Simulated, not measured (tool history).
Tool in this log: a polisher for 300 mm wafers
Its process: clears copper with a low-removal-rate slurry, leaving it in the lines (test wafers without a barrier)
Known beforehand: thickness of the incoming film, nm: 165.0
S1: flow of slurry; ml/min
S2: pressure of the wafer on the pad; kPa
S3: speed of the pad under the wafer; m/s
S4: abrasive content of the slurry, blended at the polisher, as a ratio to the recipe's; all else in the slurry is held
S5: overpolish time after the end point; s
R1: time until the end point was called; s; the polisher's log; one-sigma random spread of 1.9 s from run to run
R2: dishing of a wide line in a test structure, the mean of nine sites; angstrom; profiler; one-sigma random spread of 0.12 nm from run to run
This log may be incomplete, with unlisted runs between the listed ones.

run	hour	S1	S2	S3	S4	S5	R1	R2
1	0	305	13.8	0.88	1	14	95.704	200.66
2	2	305	12.4	0.88	1	11	108.8	140.59
3	9.8	305	11	0.88	1	11	118.77	126.22
4	17.7	305	10.3	0.92	1	9	122.56	100.49
5	22.6	305	10.3	0.96	1	7	117.43	85.976
6	24.4	305	9	0.96	1	7	132.67	69.136

What does the tool deliver on the next run?
7	28.6	305	9	0.98	1	7	?	?

R1: 131.23 s
R2: 72.884 angstrom
